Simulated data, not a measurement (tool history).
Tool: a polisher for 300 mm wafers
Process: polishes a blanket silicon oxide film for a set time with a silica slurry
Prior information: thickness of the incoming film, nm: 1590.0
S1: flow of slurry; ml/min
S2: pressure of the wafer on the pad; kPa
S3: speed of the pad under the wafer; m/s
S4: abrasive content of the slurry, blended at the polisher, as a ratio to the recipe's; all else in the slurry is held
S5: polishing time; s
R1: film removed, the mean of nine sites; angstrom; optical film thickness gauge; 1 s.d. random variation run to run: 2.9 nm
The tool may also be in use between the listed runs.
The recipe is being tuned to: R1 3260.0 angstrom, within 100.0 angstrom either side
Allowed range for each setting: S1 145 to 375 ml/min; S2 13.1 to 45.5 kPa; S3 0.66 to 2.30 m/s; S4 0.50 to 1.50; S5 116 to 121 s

{"run": 1, "hour": 0.0, "S1": 240, "S2": 29.0, "S3": 1.46, "S4": 1.0, "S5": 116, "R1": 4763.2}
{"run": 2, "hour": 6.9, "S1": 240, "S2": 27.6, "S3": 1.46, "S4": 1.0, "S5": 116, "R1": 4576.9}
{"run": 3, "hour": 12.3, "S1": 240, "S2": 26.9, "S3": 1.46, "S4": 1.0, "S5": 116, "R1": 4381.4}
{"run": 4, "hour": 17.5, "S1": 195, "S2": 26.9, "S3": 1.46, "S4": 1.0, "S5": 116, "R1": 4300.1}
{"run": 5, "hour": 26.2, "S1": 195, "S2": 26.2, "S3": 1.46, "S4": 1.0, "S5": 116, "R1": 4220.3}
{"run": 6, "hour": 29.1, "S1": 195, "S2": 26.2, "S3": 1.46, "S4": 1.0, "S5": 116, "R1": 4168.7}
{"run": 7, "hour": 32.3, "S1": 190, "S2": 17.9, "S3": 1.44, "S4": 1.0, "S5": 116, "R1": 2877.1}
{"run": 8, "hour": 39.6, "S1": 220, "S2": 21.4, "S3": 1.44, "S4": 1.0, "S5": 116, "R1": 3441.5}

Which of these 5 next moves meets every target?
{"run": "A", "hour": 46.9, "S1": 225, "S2": 19.3, "S3": 1.64, "S4": 0.95, "S5": 119, "R1": "?"}
{"run": "B", "hour": 46.9, "S1": 150, "S2": 26.9, "S3": 1.22, "S4": 0.8, "S5": 121, "R1": "?"}
{"run": "C", "hour": 46.9, "S1": 290, "S2": 29.0, "S3": 1.12, "S4": 0.85, "S5": 116, "R1": "?"}
{"run": "D", "hour": 46.9, "S1": 220, "S2": 19.3, "S3": 1.62, "S4": 1.05, "S5": 119, "R1": "?"}
{"run": "E", "hour": 46.9, "S1": 230, "S2": 20.0, "S3": 1.74, "S4": 0.85, "S5": 121, "R1": "?"}

move=A R1=3424.0
move=B R1=3192.5
move=C R1=3465.1
move=D R1=3588.0
move=E R1=3517.3
A: an improvement on the last run, though not all results are within tolerance
B: meets every target
C: the biggest miss grows against the last run
D: the biggest miss grows against the last run
E: the biggest miss grows against the last run
B meets every target.
